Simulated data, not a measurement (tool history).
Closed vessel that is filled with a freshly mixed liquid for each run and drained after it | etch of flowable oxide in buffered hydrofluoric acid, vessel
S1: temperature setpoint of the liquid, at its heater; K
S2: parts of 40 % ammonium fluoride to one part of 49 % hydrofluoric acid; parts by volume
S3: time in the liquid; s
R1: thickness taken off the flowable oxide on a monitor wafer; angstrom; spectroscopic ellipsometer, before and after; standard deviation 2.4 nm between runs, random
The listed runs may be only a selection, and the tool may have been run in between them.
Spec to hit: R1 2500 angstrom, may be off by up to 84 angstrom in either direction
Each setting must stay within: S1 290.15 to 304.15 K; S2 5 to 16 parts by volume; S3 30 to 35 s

run 1 hour=0 | S1=296.15 S2=9.5 S3=35 | R1=1913.2
run 2 hour=8.3 | S1=296.65 S2=9.5 S3=35 | R1=1966.4
run 3 hour=13.9 | S1=297.15 S2=9.5 S3=35 | R1=2027.8
run 4 hour=15.4 | S1=295.65 S2=9.5 S3=35 | R1=1859
run 5 hour=21.9 | S1=295.65 S2=11.5 S3=35 | R1=1575.9
run 6 hour=25.8 | S1=295.65 S2=11.5 S3=35 | R1=1578
run 7 hour=30.8 | S1=296.65 S2=11.5 S3=35 | R1=1678
run 8 hour=32.2 | S1=297.65 S2=11.5 S3=35 | R1=1762.6
run 9 hour=35.7 | S1=298.65 S2=11.5 S3=35 | R1=1870.4
run 10 hour=41.6 | S1=299.15 S2=11.5 S3=35 | R1=1924.5
run 11 hour=48.8 | S1=299.65 S2=11.5 S3=35 | R1=2000
run 12 hour=54 | S1=300.15 S2=11.5 S3=35 | R1=2054.6
run 13 hour=59.8 | S1=300.65 S2=11.5 S3=35 | R1=2064.9
run 14 hour=63.7 | S1=301.15 S2=11.5 S3=35 | R1=2153.5

Which of these 5 next moves meets every target?
run A hour=67.6 | S1=302.15 S2=11.5 S3=30 | R1=?
run B hour=67.6 | S1=302.65 S2=14 S3=35 | R1=?
run C hour=67.6 | S1=301.65 S2=13 S3=35 | R1=?
run D hour=67.6 | S1=301.15 S2=9.5 S3=35 | R1=?
run E hour=67.6 | S1=301.15 S2=11 S3=30 | R1=?

move=A R1=1947.3
move=B R1=1924.7
move=C R1=1962.9
move=D R1=2549.5
move=E R1=1928.6
A: lands further from the targets than the last run did
B: lands further from the targets than the last run did
C: lands further from the targets than the last run did
D: each result inside its tolerance
E: lands further from the targets than the last run did
D is the move that brings every result within its allowed miss.
